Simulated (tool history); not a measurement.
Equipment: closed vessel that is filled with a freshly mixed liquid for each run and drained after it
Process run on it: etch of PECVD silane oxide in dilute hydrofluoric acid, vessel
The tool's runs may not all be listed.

| run | hour | temperature setpoint of the liquid (°C) | parts of water to one part of 49 % hydrofluoric acid (parts by volume) | time in the liquid (s) | thickness taken off the PECVD silane oxide on a monitor wafer (nm) |
|---|---|---|---|---|---|
| 1 | 0.0 | 26.0 | 290 | 100 | 16.465 |
| 2 | 4.7 | 23.0 | 290 | 100 | 14.833 |
| 3 | 8.2 | 23.0 | 215 | 100 | 21.407 |
| 4 | 15.6 | 23.0 | 160 | 100 | 30.627 |
| 5 | 24.1 | 22.0 | 220 | 100 | 20.113 |
| 6 | 30.0 | 22.0 | 220 | 105 | 21.257 |
| 7 | 37.9 | 21.0 | 265 | 105 | 16.151 |
| 8 | 40.0 | 21.0 | 265 | 105 | 16.180 |

Run 9, settings as shown, results not yet in. Your forecast:
| 9 | 41.1 | 20.5 | 300 | 105 | ? |

For run 9 the tool returned thickness taken off the PECVD silane oxide on a monitor wafer (nm) 13.635.
